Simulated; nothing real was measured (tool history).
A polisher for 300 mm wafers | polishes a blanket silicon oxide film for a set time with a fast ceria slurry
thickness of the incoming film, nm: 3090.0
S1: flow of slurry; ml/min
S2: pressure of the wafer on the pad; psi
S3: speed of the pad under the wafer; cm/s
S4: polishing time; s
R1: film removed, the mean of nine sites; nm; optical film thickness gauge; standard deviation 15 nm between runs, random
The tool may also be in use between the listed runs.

run    day   S1   S2   S3  S4       R1
  1  0.000  310  2.8  112  84  1474.20
  2  0.267  310  2.6  112  84  1361.50
  3  0.588  310  2.5  112  84  1295.90
  4  0.754  310  2.5  112  84  1314.50
  5  0.788  310  2.4  112  84  1272.90
  6  0.825  310  2.3  112  84  1226.00
  7  1.179  310  2.2  112  84  1181.60

The next listed run, before its measurement:
  8  1.312  310  1.8  110  84   ?

R1: 924.25 nm
